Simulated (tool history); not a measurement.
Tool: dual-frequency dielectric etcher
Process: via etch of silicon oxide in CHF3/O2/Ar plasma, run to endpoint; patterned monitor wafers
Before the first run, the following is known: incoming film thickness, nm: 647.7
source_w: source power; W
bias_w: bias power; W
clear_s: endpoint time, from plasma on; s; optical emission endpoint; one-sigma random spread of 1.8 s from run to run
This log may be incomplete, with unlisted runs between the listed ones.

run,day,source_w,bias_w,clear_s
1,0.000,710,123,351.36
2,0.133,710,131,343.58
3,0.500,590,131,373.07
4,0.675,590,150,356.18
5,0.871,570,150,357.86
6,0.921,550,150,361.55
7,1.029,530,150,366.31

What will run 8 give?
8,1.162,520,150,?

{"run 8": {"clear_s": 370.66}}
